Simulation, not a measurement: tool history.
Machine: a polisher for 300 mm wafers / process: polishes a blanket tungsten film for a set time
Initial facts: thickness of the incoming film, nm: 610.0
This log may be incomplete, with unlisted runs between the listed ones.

run,hour,flow of slurry (ml/min),pressure of the wafer on the pad (psi),speed of the pad under the wafer (m/s),abrasive content of the slurry,polishing time (s),film removed (nm)
1,0,265,2.4,0.96,1,88,197.53
2,5.8,265,2.4,0.96,1,88,203.29
3,11.1,265,2.9,0.96,1,88,234.17
4,16.1,290,2.9,0.96,1,88,237.19
5,18.6,290,2.9,0.74,1,88,181.8
6,24.5,290,2.9,0.84,1,88,204.05

Expected results for the next run?
7,27,290,2.6,0.82,1,88,?

film removed (nm): 180.81
